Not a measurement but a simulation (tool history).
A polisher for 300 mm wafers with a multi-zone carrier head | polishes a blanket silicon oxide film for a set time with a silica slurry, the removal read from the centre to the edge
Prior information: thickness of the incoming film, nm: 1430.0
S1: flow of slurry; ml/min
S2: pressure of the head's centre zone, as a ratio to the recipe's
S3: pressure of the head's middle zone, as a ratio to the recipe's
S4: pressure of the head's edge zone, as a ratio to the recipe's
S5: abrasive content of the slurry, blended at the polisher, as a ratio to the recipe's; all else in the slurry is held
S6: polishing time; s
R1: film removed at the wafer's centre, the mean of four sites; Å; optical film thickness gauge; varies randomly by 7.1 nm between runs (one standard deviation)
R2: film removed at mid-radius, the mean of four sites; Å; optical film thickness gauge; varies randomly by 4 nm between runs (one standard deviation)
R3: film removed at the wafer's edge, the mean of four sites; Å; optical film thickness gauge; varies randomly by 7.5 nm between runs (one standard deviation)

| run | hour | S1 | S2 | S3 | S4 | S5 | S6 | R1 | R2 | R3 |
|---|---|---|---|---|---|---|---|---|---|---|
| 1 | 0 | 295 | 1 | 1 | 1 | 1 | 84 | 4820.5 | 4833.6 | 4572.5 |
| 2 | 5.9 | 295 | 0.99 | 1.02 | 1.03 | 1.05 | 84 | 4815.9 | 5053.9 | 4755.2 |
| 3 | 10.1 | 300 | 0.99 | 1.04 | 1.05 | 1.1 | 84 | 5098 | 5353.8 | 4906 |
| 4 | 14.6 | 300 | 0.99 | 1.12 | 1.05 | 1.1 | 84 | 4974.6 | 5565.6 | 4885.3 |
| 5 | 18.3 | 300 | 0.99 | 1.16 | 1.05 | 1.1 | 84 | 4981.2 | 5874.2 | 4824.8 |
| 6 | 24.1 | 300 | 0.99 | 1.16 | 1.05 | 0.95 | 84 | 4624.6 | 5316 | 4438.4 |
| 7 | 27.7 | 300 | 0.98 | 1.15 | 1.07 | 1 | 84 | 4593.6 | 5377.9 | 4631.7 |
| 8 | 30.9 | 300 | 0.98 | 1.15 | 1.09 | 1.05 | 84 | 4767.9 | 5538.1 | 4820.7 |
| 9 | 33.3 | 305 | 0.98 | 1.15 | 1.11 | 1.1 | 84 | 4994.3 | 5852.9 | 5035 |

For run 10, what comes out?
| 10 | 35.2 | 310 | 0.97 | 1.14 | 1.12 | 1.1 | 84 | ? | ? | ? |

R1: 4922.9 Å
R2: 5781.8 Å
R3: 5081.2 Å
